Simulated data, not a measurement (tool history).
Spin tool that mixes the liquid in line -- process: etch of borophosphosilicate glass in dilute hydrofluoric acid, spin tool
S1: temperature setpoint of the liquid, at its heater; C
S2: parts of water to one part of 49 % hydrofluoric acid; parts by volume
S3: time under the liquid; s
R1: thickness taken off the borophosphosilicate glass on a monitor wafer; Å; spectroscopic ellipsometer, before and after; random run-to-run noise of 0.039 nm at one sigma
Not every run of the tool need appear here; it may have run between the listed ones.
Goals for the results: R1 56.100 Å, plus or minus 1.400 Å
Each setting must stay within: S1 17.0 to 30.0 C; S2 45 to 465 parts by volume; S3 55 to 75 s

run,hour,S1,S2,S3,R1
1,0.0,22.0,255,75,102.210
2,2.5,21.0,275,75,88.618
3,3.6,21.0,275,75,88.029
4,11.2,21.0,275,55,65.762
5,20.0,24.0,275,55,73.868
6,21.6,23.5,285,55,68.943
7,25.7,23.0,290,55,65.986
8,34.7,22.5,295,55,63.477

4 next moves are on the table. One of them brings every result within its allowed miss. Which?
A,43.7,20.5,370,70,?
B,43.7,22.0,335,55,?
C,43.7,24.5,355,55,?
D,43.7,23.0,340,55,?

move,R1
A,56.263
B,53.060
C,53.542
D,53.877
A: hits every target within its allowed miss
B: the result that was furthest off in the last run now lies on the other side of its target
C: the result that was furthest off in the last run now lies on the other side of its target
D: the result that was furthest off in the last run now lies on the other side of its target
So the answer is move A, the one that meets all the targets.
